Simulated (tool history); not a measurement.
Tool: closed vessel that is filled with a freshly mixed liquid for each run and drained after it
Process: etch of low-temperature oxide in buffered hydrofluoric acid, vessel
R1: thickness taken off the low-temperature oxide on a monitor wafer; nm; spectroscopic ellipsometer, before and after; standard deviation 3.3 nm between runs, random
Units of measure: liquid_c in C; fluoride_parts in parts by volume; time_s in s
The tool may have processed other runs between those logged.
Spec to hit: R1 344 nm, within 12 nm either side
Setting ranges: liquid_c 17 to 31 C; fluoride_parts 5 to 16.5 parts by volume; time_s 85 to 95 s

{"run": 1, "day": 0.0, "liquid_c": 23, "fluoride_parts": 10, "time_s": 85, "R1": 244.86}
{"run": 2, "day": 0.308, "liquid_c": 23, "fluoride_parts": 11.5, "time_s": 85, "R1": 213.43}
{"run": 3, "day": 0.65, "liquid_c": 24.5, "fluoride_parts": 11.5, "time_s": 85, "R1": 229.43}
{"run": 4, "day": 0.75, "liquid_c": 24.5, "fluoride_parts": 9.5, "time_s": 85, "R1": 281.44}
{"run": 5, "day": 0.975, "liquid_c": 23, "fluoride_parts": 9.5, "time_s": 85, "R1": 254.16}
{"run": 6, "day": 1.15, "liquid_c": 24, "fluoride_parts": 9.5, "time_s": 85, "R1": 269.51}
{"run": 7, "day": 1.35, "liquid_c": 25, "fluoride_parts": 9.5, "time_s": 85, "R1": 284.71}
{"run": 8, "day": 1.562, "liquid_c": 25.5, "fluoride_parts": 9.5, "time_s": 85, "R1": 288.42}
{"run": 9, "day": 1.8, "liquid_c": 26, "fluoride_parts": 9.5, "time_s": 85, "R1": 301.92}
{"run": 10, "day": 1.929, "liquid_c": 26.5, "fluoride_parts": 9.5, "time_s": 85, "R1": 309.86}
{"run": 11, "day": 2.162, "liquid_c": 27, "fluoride_parts": 9.5, "time_s": 85, "R1": 313.48}
{"run": 12, "day": 2.396, "liquid_c": 27.5, "fluoride_parts": 9.5, "time_s": 85, "R1": 325.87}

Pick the move, out of 4, that brings all results within their allowed miss; only one does.
{"run": "A", "day": 2.629, "liquid_c": 26.5, "fluoride_parts": 10, "time_s": 90, "R1": "?"}
{"run": "B", "day": 2.629, "liquid_c": 28.5, "fluoride_parts": 9.5, "time_s": 90, "R1": "?"}
{"run": "C", "day": 2.629, "liquid_c": 26, "fluoride_parts": 9.5, "time_s": 85, "R1": "?"}
{"run": "D", "day": 2.629, "liquid_c": 27, "fluoride_parts": 9, "time_s": 90, "R1": "?"}

move=A R1=316.98
move=B R1=364.19
move=C R1=301
move=D R1=347.87
A: the biggest miss grows against the last run
B: moves the result that the last run missed by most past its target, out the other side
C: the biggest miss grows against the last run
D: every result lands within tolerance
The right move is D.
